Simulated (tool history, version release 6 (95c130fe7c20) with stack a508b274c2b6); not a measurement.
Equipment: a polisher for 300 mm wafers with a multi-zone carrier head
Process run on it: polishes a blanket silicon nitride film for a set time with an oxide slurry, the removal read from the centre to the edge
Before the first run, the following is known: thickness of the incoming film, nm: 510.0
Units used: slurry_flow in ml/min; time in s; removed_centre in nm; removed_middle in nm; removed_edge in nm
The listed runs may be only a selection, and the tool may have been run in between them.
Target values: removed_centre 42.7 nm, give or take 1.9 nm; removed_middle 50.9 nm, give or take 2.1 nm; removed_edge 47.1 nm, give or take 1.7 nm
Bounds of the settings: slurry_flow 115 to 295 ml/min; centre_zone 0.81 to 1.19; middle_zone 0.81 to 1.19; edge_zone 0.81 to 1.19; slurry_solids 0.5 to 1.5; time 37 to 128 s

run,hour,slurry_flow,centre_zone,middle_zone,edge_zone,slurry_solids,time,removed_centre,removed_middle,removed_edge
1,0,190,1,1,1,1,82,59.656,59.362,59.663
2,7.7,190,1.04,1,1,1,82,62.9,60.34,58.838
3,15.6,225,1.04,1,1,1,82,63.858,60.904,61.122
4,18.6,225,1.04,1.08,1,1,82,64.693,65.12,61.125
5,20.5,210,0.98,1.07,0.96,0.9,82,56.189,61.415,54.609
# hour 27.8: worn pad replaced by a new one
6,27.8,210,0.98,1.07,1.01,0.9,82,63.165,67.918,63.365
7,29.7,195,0.93,1.02,0.96,0.9,82,57.175,65.082,61.099
8,34.7,185,0.91,0.98,0.91,0.8,81,52.03,55.646,55.46
9,42.6,175,0.88,0.99,0.88,0.75,80,47.639,54.03,50.773
10,49.4,140,0.82,0.96,0.85,0.7,80,40.132,48.24,46.196

Of the 5 settings listed for the next run, only one would bring every result within its allowed miss of target. Which one?
A,56.2,145,0.81,0.89,0.88,0.65,86,?,?,?
B,56.2,120,0.81,1.17,0.81,0.7,80,?,?,?
C,56.2,115,0.81,0.98,0.9,0.65,82,?,?,?
D,56.2,115,0.9,0.84,0.82,0.75,81,?,?,?
E,56.2,120,0.86,1.01,0.84,0.7,84,?,?,?

move,removed_centre,removed_middle,removed_edge
A,42.215,47.446,48.919
B,38.866,55.348,44.099
C,37.526,46.087,45.071
D,44.731,43.504,46.482
E,43.293,51.234,47.15
A: the furthest-off result lands on target, but another misses its tolerance
B: moves away from the targets compared with the last run
C: moves away from the targets compared with the last run
D: the result that was furthest off in the last run now lies on the other side of its target
E: all results land within tolerance of their targets
Go with E: it meets all targets.
